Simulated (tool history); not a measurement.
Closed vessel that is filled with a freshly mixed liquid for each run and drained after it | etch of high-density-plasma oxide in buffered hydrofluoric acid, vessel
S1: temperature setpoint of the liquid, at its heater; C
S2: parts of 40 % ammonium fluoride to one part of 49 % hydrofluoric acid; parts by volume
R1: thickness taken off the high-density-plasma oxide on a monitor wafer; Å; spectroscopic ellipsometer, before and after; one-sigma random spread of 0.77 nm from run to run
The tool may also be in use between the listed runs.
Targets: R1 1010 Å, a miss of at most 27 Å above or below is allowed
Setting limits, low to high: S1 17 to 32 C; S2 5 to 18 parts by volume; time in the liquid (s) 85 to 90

run 1 hour=0 | S1=24 S2=11 time_in_the_liquid_(s)=85 | R1=1630.2
run 2 hour=5.8 | S1=23 S2=11 time_in_the_liquid_(s)=85 | R1=1548.3
run 3 hour=11.5 | S1=25.5 S2=11 time_in_the_liquid_(s)=85 | R1=1736.3
run 4 hour=20.2 | S1=23 S2=11 time_in_the_liquid_(s)=85 | R1=1546.1
run 5 hour=23.4 | S1=22.5 S2=11 time_in_the_liquid_(s)=85 | R1=1482.8
run 6 hour=26.4 | S1=22.5 S2=13 time_in_the_liquid_(s)=85 | R1=1270.9
run 7 hour=32.7 | S1=22 S2=13 time_in_the_liquid_(s)=85 | R1=1238.6
run 8 hour=39.9 | S1=21.5 S2=13 time_in_the_liquid_(s)=85 | R1=1208
run 9 hour=43.4 | S1=17.5 S2=13 time_in_the_liquid_(s)=85 | R1=959.34

Exercise: of the 4 proposed moves below, exactly one satisfies all targets within the stated allowed misses. Which move is it?
run A hour=46.9 | S1=17 S2=12.5 time_in_the_liquid_(s)=85 | R1=?
run B hour=46.9 | S1=17 S2=12 time_in_the_liquid_(s)=85 | R1=?
run C hour=46.9 | S1=20 S2=14.5 time_in_the_liquid_(s)=90 | R1=?
run D hour=46.9 | S1=18.5 S2=14.5 time_in_the_liquid_(s)=85 | R1=?

move=A R1=963.11
move=B R1=1002.4
move=C R1=1044.7
move=D R1=906.7
A: closer than the last run, but not yet in spec
B: all results land within tolerance of their targets
C: carries the result that was furthest off beyond its target, to the other side
D: the biggest miss grows against the last run
Go with B: it meets all targets.
